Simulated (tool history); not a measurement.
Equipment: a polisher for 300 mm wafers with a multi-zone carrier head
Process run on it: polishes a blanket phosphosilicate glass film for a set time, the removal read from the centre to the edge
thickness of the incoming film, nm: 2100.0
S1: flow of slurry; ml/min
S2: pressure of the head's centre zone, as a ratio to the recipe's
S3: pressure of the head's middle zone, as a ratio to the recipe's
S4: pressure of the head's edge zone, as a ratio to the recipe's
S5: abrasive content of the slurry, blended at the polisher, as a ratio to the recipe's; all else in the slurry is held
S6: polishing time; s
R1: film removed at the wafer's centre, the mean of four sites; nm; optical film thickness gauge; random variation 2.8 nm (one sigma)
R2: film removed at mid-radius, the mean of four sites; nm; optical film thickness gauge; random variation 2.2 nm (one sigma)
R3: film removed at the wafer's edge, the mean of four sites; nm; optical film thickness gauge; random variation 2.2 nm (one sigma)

run  hour   S1    S2    S3    S4    S5  S6      R1      R2      R3
  1   0.0  140  1.00  1.00  1.00  1.00  88  563.67  551.68  558.32
  2   3.6  130  0.99  0.96  0.96  0.85  86  507.49  488.85  507.47
  3   4.8  130  0.99  0.96  0.96  0.85  95  565.24  544.45  557.18
  4  12.8  125  0.99  0.94  0.93  0.75  89  515.14  475.21  498.64
  5  20.5  125  0.99  0.94  0.93  0.85  89  524.10  491.59  510.00
  6  27.2  125  0.99  0.94  0.93  1.00  89  549.58  518.42  540.34
  7  29.0  120  0.98  0.92  0.90  0.85  85  485.54  464.12  477.02
  8  34.6  115  0.98  0.89  0.88  0.75  83  460.22  414.63  446.61
  9  37.2  110  0.97  0.89  0.86  0.70  81  426.74  394.49  418.82
 10  45.9  105  0.97  0.88  0.85  0.65  80  402.37  374.13  403.95
 11  51.9  105  0.98  0.88  0.84  0.60  79  395.66  363.95  386.11

Run 12, settings as shown, results not yet in. Your forecast:
 12  55.3  100  0.98  0.87  0.83  0.60  79   ?   ?   ?

Run 12 gave R1 390.46 nm, R2 352.75 nm, R3 376.98 nm.
